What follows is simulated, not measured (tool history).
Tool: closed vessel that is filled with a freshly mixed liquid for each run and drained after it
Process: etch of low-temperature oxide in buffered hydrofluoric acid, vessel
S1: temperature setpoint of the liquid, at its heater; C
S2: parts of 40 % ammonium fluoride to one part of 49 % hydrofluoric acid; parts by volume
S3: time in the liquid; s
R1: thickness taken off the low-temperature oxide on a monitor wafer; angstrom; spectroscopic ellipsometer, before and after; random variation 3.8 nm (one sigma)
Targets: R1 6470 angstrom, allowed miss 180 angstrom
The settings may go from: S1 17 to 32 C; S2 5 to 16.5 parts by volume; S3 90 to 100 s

Run 1, hour 0: S1 24 C, S2 10 parts by volume, S3 90 s. Result: R1 3001.4 angstrom.
Run 2, hour 6.2: S1 24 C, S2 10 parts by volume, S3 100 s. Result: R1 3372.7 angstrom.
Run 3, hour 7.4: S1 20.5 C, S2 10 parts by volume, S3 100 s. Result: R1 2742.7 angstrom.
Run 4, hour 13.3: S1 20.5 C, S2 12 parts by volume, S3 100 s. Result: R1 2301.2 angstrom.
Run 5, hour 21.4: S1 24 C, S2 12 parts by volume, S3 100 s. Result: R1 2806.2 angstrom.
Run 6, hour 22.3: S1 25.5 C, S2 12 parts by volume, S3 100 s. Result: R1 3064.6 angstrom.
Run 7, hour 31: S1 29.5 C, S2 9 parts by volume, S3 100 s. Result: R1 4838.4 angstrom.
Run 8, hour 35.9: S1 30 C, S2 8.5 parts by volume, S3 100 s. Result: R1 5242.7 angstrom.
Run 9, hour 43.2: S1 30.5 C, S2 8 parts by volume, S3 100 s. Result: R1 5807.2 angstrom.
At hour 47.3: thermometer replaced.
Run 10, hour 47.3: S1 31 C, S2 8 parts by volume, S3 100 s. Result: R1 6701.4 angstrom.
Run 11, hour 50.4: S1 31 C, S2 8 parts by volume, S3 100 s. Result: R1 6657.9 angstrom.

4 next moves are on the table. One of them brings every result within its allowed miss. Which?
Run A, hour 53.5: S1 29.5 C, S2 7 parts by volume, S3 90 s. Result: R1 ?.
Run B, hour 53.5: S1 32 C, S2 8 parts by volume, S3 100 s. Result: R1 ?.
Run C, hour 53.5: S1 28 C, S2 6 parts by volume, S3 90 s. Result: R1 ?.
Run D, hour 53.5: S1 30 C, S2 7.5 parts by volume, S3 100 s. Result: R1 ?.

move      R1
   A  6416.3
   B  7031.8
   C    6774
   D  6794.2
A: meets every target
B: further off than the last run
C: further off than the last run
D: further off than the last run
Move A is the one to make.
